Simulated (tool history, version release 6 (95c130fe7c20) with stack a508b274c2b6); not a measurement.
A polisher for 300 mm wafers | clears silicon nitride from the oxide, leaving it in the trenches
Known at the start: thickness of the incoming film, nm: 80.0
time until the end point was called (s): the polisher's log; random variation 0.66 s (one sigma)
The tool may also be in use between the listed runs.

run,day,flow of slurry (ml/min),pressure of the wafer on the pad (psi),speed of the pad under the wafer (m/s),overpolish time after the end point (s),time until the end point was called (s)
1,0.000,280,2.1,1.12,8,97.070
2,0.312,280,2.1,0.88,8,115.700
3,0.600,280,2.2,0.88,8,110.130
4,0.762,280,2.3,0.88,8,108.160
5,0.804,250,2.3,0.88,8,109.360
6,0.996,310,2.3,0.88,8,104.640
7,1.271,320,2.4,0.88,8,100.210

The next listed run, before its measurement:
8,1.375,325,2.5,0.88,8,?

Run 8 gave time until the end point was called (s) 96.085.
